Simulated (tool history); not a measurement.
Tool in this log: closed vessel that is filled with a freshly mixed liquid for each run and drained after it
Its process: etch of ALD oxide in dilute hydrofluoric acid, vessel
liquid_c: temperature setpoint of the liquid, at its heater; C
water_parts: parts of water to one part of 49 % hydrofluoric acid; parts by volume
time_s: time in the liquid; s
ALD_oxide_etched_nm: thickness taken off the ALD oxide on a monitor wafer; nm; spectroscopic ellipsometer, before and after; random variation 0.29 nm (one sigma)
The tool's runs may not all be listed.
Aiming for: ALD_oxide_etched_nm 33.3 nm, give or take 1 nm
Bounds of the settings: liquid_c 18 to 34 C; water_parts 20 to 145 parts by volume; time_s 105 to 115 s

| run | hour | liquid_c | water_parts | time_s | ALD_oxide_etched_nm |
|---|---|---|---|---|---|
| 1 | 0 | 26 | 80 | 105 | 13.766 |
| 2 | 7.6 | 27 | 75 | 105 | 15.165 |
| 3 | 12.4 | 27 | 90 | 105 | 12.34 |
| 4 | 18.8 | 23.5 | 90 | 105 | 10.854 |
| 5 | 27.4 | 23.5 | 65 | 105 | 15.784 |
| 6 | 29.7 | 25 | 60 | 105 | 18.241 |
| 7 | 32.6 | 26.5 | 55 | 105 | 21.362 |
| 8 | 41.3 | 27.5 | 55 | 105 | 21.742 |
| 9 | 49.2 | 28.5 | 55 | 105 | 22.754 |
| 10 | 52 | 29.5 | 55 | 105 | 24.059 |
| 11 | 60.9 | 30 | 55 | 105 | 24.381 |
| 12 | 66.6 | 30.5 | 55 | 105 | 25.011 |
| 13 | 75.8 | 31 | 55 | 105 | 25.203 |
| 14 | 79.1 | 31 | 55 | 105 | 25.134 |
| 15 | 81.3 | 31.5 | 55 | 105 | 25.407 |
| 16 | 86.4 | 32 | 55 | 105 | 26.467 |
| 17 | 94.5 | 32.5 | 55 | 105 | 26.446 |
| 18 | 97.2 | 33.5 | 50 | 105 | 31.094 |
| 19 | 98.1 | 34 | 50 | 105 | 31.297 |

Which single option among these 4 for the next run brings every result within its allowed miss of target? Just one does.
| A | 99 | 31.5 | 45 | 115 | ? |
| B | 99 | 34 | 50 | 110 | ? |
| C | 99 | 34 | 45 | 105 | ? |
| D | 99 | 33.5 | 55 | 105 | ? |

| move | ALD_oxide_etched_nm |
|---|---|
| A | 34.91 |
| B | 32.816 |
| C | 35.103 |
| D | 27.708 |
A: pushes the last run's worst result past its target
B: all results in spec
C: pushes the last run's worst result past its target
D: further off than the last run
Correct choice: B, which meets every target

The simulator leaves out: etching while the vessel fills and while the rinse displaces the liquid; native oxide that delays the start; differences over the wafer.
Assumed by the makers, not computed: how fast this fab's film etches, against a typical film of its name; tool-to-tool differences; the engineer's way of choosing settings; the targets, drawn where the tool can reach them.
